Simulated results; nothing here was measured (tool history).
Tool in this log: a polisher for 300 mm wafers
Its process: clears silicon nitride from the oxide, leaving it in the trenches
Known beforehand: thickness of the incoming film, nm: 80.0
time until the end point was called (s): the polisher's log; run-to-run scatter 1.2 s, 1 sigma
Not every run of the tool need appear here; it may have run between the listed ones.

run	hour	flow of slurry (ml/min)	pressure of the wafer on the pad (kPa)	speed of the pad under the wafer (m/s)	overpolish time after the end point (s)	time until the end point was called (s)
1	0.0	280	15.2	1.04	4	95.162
2	1.0	280	15.9	1.04	4	91.799
3	9.8	280	12.4	1.04	4	115.670
4	17.9	280	13.1	1.04	4	107.320
5	26.6	280	15.9	1.04	4	92.821
6	31.2	350	15.9	1.04	4	92.975

Estimate the outcome of run 7 from the log above:
7	32.2	350	16.5	1.04	4	?

time until the end point was called (s): 87.080
